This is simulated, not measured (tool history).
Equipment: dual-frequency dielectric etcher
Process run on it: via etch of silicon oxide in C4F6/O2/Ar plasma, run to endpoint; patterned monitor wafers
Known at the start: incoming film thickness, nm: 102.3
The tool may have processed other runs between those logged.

run,day,bias power (kW),source power (kW),Ar flow (sccm),endpoint time (s)
1,0,0.494,0.38,294,23.406
2,0.358,0.447,0.37,296,24.35
3,0.662,0.481,0.37,296,23.7
4,0.721,0.481,0.41,296,22.939
5,0.838,0.432,0.39,300,24.229
6,1.142,0.397,0.38,302,25.055
7,1.421,0.372,0.37,303,25.731

Run 8 is up next; what results do you expect?
8,1.65,0.356,0.37,304,?

endpoint time (s): 26.284

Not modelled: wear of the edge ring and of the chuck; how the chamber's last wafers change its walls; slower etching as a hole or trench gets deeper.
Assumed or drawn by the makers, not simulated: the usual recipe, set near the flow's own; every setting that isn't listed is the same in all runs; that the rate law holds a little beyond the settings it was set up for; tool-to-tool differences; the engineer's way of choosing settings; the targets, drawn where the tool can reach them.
